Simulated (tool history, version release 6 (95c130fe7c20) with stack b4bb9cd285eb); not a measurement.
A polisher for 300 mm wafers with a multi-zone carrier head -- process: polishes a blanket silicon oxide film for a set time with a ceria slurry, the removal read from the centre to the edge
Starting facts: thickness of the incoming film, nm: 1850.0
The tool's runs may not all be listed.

run  hour  flow of slurry (ml/min)  pressure of the head's centre zone  pressure of the head's middle zone  pressure of the head's edge zone  polishing time (s)  film removed at the wafer's centre (nm)  film removed at mid-radius (nm)  film removed at the wafer's edge (nm)
  1   0.0                      300                                1.00                                1.00                              1.00                  47                                   143.67                           138.18                                 140.27
  2   2.4                      300                                1.00                                1.00                              1.00                  56                                   171.86                           167.37                                 167.90
  3   5.7                      295                                0.97                                0.98                              0.97                  52                                   155.33                           152.38                                 155.01
  4   6.8                      365                                0.97                                0.98                              0.97                  52                                   157.92                           154.38                                 156.51
  5  13.7                      365                                0.97                                1.02                              0.97                  52                                   159.47                           161.05                                 157.66
  6  22.5                      365                                0.97                                0.96                              0.97                  52                                   159.02                           153.25                                 158.53
  7  30.4                      350                                0.95                                0.96                              0.95                  48                                   143.62                           140.39                                 143.41

Forecast run 8:
  8  38.4                      340                                0.93                                0.95                              0.93                  45                                        ?                                ?                                      ?

film removed at the wafer's centre (nm): 133.49
film removed at mid-radius (nm): 130.18
film removed at the wafer's edge (nm): 130.81

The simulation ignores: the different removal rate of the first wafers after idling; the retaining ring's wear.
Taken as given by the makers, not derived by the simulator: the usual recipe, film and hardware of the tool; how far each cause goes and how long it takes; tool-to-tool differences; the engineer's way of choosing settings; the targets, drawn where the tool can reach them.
